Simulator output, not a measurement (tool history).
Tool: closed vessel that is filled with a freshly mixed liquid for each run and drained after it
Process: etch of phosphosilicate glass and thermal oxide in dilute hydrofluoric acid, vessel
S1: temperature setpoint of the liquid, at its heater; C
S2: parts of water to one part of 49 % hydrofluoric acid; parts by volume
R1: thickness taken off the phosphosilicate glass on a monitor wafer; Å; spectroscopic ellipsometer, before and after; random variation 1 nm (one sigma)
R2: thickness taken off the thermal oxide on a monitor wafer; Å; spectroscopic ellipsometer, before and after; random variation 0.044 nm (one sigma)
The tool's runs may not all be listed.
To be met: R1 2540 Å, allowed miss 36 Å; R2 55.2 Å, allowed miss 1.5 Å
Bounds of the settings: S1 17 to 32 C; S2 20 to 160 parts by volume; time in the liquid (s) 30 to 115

{"run": 1, "hour": 0.0, "S1": 24, "S2": 90, "time in the liquid (s)": 60, "R1": 1369.4, "R2": 29.796}
{"run": 2, "hour": 7.6, "S1": 24, "S2": 90, "time in the liquid (s)": 45, "R1": 1031.6, "R2": 22.581}
{"run": 3, "hour": 11.9, "S1": 24, "S2": 90, "time in the liquid (s)": 70, "R1": 1593.1, "R2": 33.962}
{"run": 4, "hour": 12.7, "S1": 24, "S2": 90, "time in the liquid (s)": 50, "R1": 1140.9, "R2": 24.596}
{"run": 5, "hour": 13.3, "S1": 24, "S2": 90, "time in the liquid (s)": 65, "R1": 1486.4, "R2": 32.019}
{"run": 6, "hour": 19.9, "S1": 26.5, "S2": 85, "time in the liquid (s)": 65, "R1": 1749.3, "R2": 37.767}
{"run": 7, "hour": 24.4, "S1": 28, "S2": 80, "time in the liquid (s)": 65, "R1": 1965.1, "R2": 43.289}
{"run": 8, "hour": 26.1, "S1": 29, "S2": 75, "time in the liquid (s)": 65, "R1": 2213.4, "R2": 47.498}
{"run": 9, "hour": 27.1, "S1": 30, "S2": 75, "time in the liquid (s)": 65, "R1": 2302.4, "R2": 49.514}
{"run": 10, "hour": 30.7, "S1": 32, "S2": 75, "time in the liquid (s)": 65, "R1": 2489.2, "R2": 53.8}
{"run": 11, "hour": 33.9, "S1": 32, "S2": 75, "time in the liquid (s)": 65, "R1": 2461.4, "R2": 53.06}
{"run": 12, "hour": 35.5, "S1": 32, "S2": 70, "time in the liquid (s)": 65, "R1": 2673.1, "R2": 57.573}
{"run": 13, "hour": 43.6, "S1": 31.5, "S2": 70, "time in the liquid (s)": 65, "R1": 2617.7, "R2": 57.515}

Which of these 4 next moves meets every target?
{"run": "A", "hour": 51.7, "S1": 32, "S2": 85, "time in the liquid (s)": 80, "R1": "?", "R2": "?"}
{"run": "B", "hour": 51.7, "S1": 32, "S2": 75, "time in the liquid (s)": 70, "R1": "?", "R2": "?"}
{"run": "C", "hour": 51.7, "S1": 26.5, "S2": 60, "time in the liquid (s)": 65, "R1": "?", "R2": "?"}
{"run": "D", "hour": 51.7, "S1": 31.5, "S2": 55, "time in the liquid (s)": 50, "R1": "?", "R2": "?"}

move=A R1=2660.3 R2=57.784
move=B R1=2678.9 R2=58.187
move=C R1=2567.1 R2=55.76
move=D R1=2641.3 R2=57.372
A: further off than the last run
B: further off than the last run
C: meets every target
D: further off than the last run
Move C is the one to make.
